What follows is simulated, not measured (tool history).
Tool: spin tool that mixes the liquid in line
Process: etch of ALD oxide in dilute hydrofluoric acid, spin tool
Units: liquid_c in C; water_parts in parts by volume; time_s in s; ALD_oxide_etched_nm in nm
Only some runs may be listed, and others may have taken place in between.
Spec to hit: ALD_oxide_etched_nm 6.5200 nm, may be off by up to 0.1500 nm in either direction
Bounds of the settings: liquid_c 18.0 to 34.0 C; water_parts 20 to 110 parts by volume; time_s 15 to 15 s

run    day  liquid_c  water_parts  time_s  ALD_oxide_etched_nm
  1  0.000      26.0           60      15               3.1058
  2  0.321      26.0           60      15               3.0891
  3  0.508      28.0           55      15               3.6985
  4  0.612      28.0           55      15               3.6977
  5  0.804      28.0           45      15               4.5413
  6  1.083      29.5           45      15               4.8328
  7  1.192      30.5           45      15               5.0619
  8  1.383      31.5           45      15               5.2119
  9  1.738      31.5           45      15               5.2152
 10  1.783      32.0           45      15               5.3002
 11  2.054      32.5           45      15               5.3787
 12  2.379      33.0           45      15               5.5027

Which one of the following 4 next-run settings gets every result inside its allowed miss? There is exactly one.
  A  2.704      34.0           40      15                    ?
  B  2.704      33.0           50      15                    ?
  C  2.704      31.5           40      15                    ?
  D  2.704      33.5           60      15                    ?

move  ALD_oxide_etched_nm
   A               6.5403
   B               4.9572
   C               5.9339
   D               4.1463
A: all results land within tolerance of their targets
B: moves away from the targets compared with the last run
C: nearer the targets than the last run, but a result is still out of spec
D: moves away from the targets compared with the last run
Answer: A
